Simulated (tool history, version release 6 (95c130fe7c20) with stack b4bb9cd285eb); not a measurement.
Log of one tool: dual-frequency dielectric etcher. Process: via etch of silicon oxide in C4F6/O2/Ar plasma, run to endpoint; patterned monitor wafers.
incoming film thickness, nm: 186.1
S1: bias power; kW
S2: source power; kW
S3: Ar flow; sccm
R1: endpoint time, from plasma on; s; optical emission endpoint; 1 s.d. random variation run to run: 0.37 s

run	hour	S1	S2	S3	R1
1	0	0.486	0.4	271	41.643
2	3.1	0.468	0.39	273	42.447
3	8.4	0.452	0.38	275	43.852
4	13	0.438	0.38	276	44.575
5	18.3	0.438	0.38	309	44.965
6	24.8	0.438	0.32	309	48.26
7	31.8	0.433	0.32	309	48.039
8	36	0.433	0.32	309	48.125
9	37.6	0.371	0.3	312	54.043

Run 10 comes next. What will it give?
10	43.3	0.375	0.3	312	?

Run 10 measured R1 53.645 s.
